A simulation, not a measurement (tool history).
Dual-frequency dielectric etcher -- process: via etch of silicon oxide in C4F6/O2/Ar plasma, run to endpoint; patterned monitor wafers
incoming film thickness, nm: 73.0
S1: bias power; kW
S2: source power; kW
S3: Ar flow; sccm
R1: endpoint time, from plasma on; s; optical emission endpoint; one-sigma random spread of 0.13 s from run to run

Run 1, day 0.000: S1 0.583 kW, S2 0.260 kW, S3 293 sccm. Result: R1 18.757 s.
Run 2, day 0.154: S1 0.544 kW, S2 0.250 kW, S3 295 sccm. Result: R1 19.275 s.
Run 3, day 0.208: S1 0.544 kW, S2 0.250 kW, S3 319 sccm. Result: R1 19.543 s.
Run 4, day 0.512: S1 0.544 kW, S2 0.250 kW, S3 276 sccm. Result: R1 19.445 s.
Run 5, day 0.625: S1 0.514 kW, S2 0.240 kW, S3 276 sccm. Result: R1 20.195 s.
Run 6, day 0.658: S1 0.498 kW, S2 0.240 kW, S3 276 sccm. Result: R1 20.177 s.
Run 7, day 1.025: S1 0.480 kW, S2 0.240 kW, S3 277 sccm. Result: R1 20.280 s.

Expected results for the next run?
Run 8, day 1.192: S1 0.464 kW, S2 0.240 kW, S3 277 sccm. Result: R1 ?.

R1: 20.496 s
